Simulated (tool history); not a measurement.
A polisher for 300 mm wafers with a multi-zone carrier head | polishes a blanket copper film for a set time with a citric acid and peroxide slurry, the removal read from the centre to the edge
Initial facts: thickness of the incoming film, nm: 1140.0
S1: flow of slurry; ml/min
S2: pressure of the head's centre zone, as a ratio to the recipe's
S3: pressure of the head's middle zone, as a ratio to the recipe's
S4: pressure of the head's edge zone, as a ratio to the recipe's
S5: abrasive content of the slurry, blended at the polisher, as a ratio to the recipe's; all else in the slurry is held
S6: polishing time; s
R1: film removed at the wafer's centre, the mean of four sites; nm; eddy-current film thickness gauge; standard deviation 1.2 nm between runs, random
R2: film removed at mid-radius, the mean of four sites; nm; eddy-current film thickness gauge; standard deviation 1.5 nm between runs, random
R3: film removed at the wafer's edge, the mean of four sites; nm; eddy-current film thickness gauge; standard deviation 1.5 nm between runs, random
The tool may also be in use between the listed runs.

Run 1, hour 0: S1 175 ml/min, S2 1, S3 1, S4 1, S5 1, S6 89 s. Result: R1 237.12 nm, R2 233.18 nm, R3 225.76 nm.
Run 2, hour 1.5: S1 165 ml/min, S2 0.97, S3 0.98, S4 0.97, S5 0.85, S6 74 s. Result: R1 186.36 nm, R2 182.7 nm, R3 174.8 nm.
Run 3, hour 2.9: S1 145 ml/min, S2 0.97, S3 0.98, S4 0.97, S5 0.85, S6 74 s. Result: R1 181.28 nm, R2 177.54 nm, R3 179.92 nm.
Run 4, hour 4.7: S1 150 ml/min, S2 0.93, S3 0.97, S4 0.95, S5 0.75, S6 65 s. Result: R1 147.63 nm, R2 153.12 nm, R3 144.84 nm.
Run 5, hour 9.6: S1 150 ml/min, S2 0.93, S3 0.97, S4 0.95, S5 0.85, S6 65 s. Result: R1 150.33 nm, R2 156.4 nm, R3 153.01 nm.
Run 6, hour 11.2: S1 150 ml/min, S2 0.93, S3 0.97, S4 0.95, S5 0.7, S6 65 s. Result: R1 146.86 nm, R2 153.17 nm, R3 146.38 nm.
Run 7, hour 17.6: S1 150 ml/min, S2 0.91, S3 0.93, S4 0.92, S5 0.65, S6 61 s. Result: R1 132.03 nm, R2 134.55 nm, R3 134.82 nm.
Run 8, hour 26.5: S1 160 ml/min, S2 0.9, S3 0.92, S4 0.9, S5 0.6, S6 57 s. Result: R1 121.57 nm, R2 124.9 nm, R3 119.89 nm.
Run 9, hour 32.1: S1 150 ml/min, S2 0.83, S3 0.83, S4 0.84, S5 0.5, S6 57 s. Result: R1 110.89 nm, R2 107.5 nm, R3 110.91 nm.

The next listed run, before its measurement:
Run 10, hour 39.9: S1 150 ml/min, S2 0.83, S3 0.84, S4 0.83, S5 0.5, S6 57 s. Result: R1 ?, R2 ?, R3 ?.

R1: 108.28 nm
R2: 107.8 nm
R3: 111.8 nm
